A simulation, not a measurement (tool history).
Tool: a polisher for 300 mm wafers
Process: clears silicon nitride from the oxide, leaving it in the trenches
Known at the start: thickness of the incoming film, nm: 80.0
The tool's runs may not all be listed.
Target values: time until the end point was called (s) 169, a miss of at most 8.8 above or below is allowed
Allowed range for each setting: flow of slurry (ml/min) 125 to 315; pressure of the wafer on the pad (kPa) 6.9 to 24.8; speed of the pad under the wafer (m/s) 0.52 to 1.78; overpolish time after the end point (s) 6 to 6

run	hour	flow of slurry (ml/min)	pressure of the wafer on the pad (kPa)	speed of the pad under the wafer (m/s)	overpolish time after the end point (s)	time until the end point was called (s)
1	0	205	15.9	1.14	6	99.611
2	6.3	205	14.5	1.12	6	115.52
3	14.9	205	13.8	1.12	6	119.98
4	23.1	205	17.2	1.12	6	98.335
5	28.2	205	19.3	1.12	6	86.288
6	30.9	205	19.3	1.12	6	85.574
7	35.7	205	17.2	1.1	6	96.241
8	38.4	205	15.2	1.08	6	111.13
9	45.3	205	13.8	1.06	6	121.03
10	48.2	205	13.8	1.06	6	124.69
11	54	205	13.1	1.06	6	128.93
12	62.1	205	12.4	1.06	6	138.56
13	69.8	205	11.7	1.06	6	143.8
14	78.8	205	11	1.06	6	155.76

5 candidate next runs follow, results not yet known. Just one meets every target within its allowed miss. Identify it.
A	87.8	190	12.4	1.02	6	?
B	87.8	230	9	1.28	6	?
C	87.8	225	10.3	0.98	6	?
D	87.8	235	8.3	1.08	6	?
E	87.8	205	11.7	1.04	6	?

move	time until the end point was called (s)
A	141.08
B	155.33
C	169.86
D	192.83
E	145.18
A: further off than the last run
B: about as far from the targets as the last run
C: hits every target within its allowed miss
D: moves the result that the last run missed by most past its target, out the other side
E: further off than the last run
C meets every target.
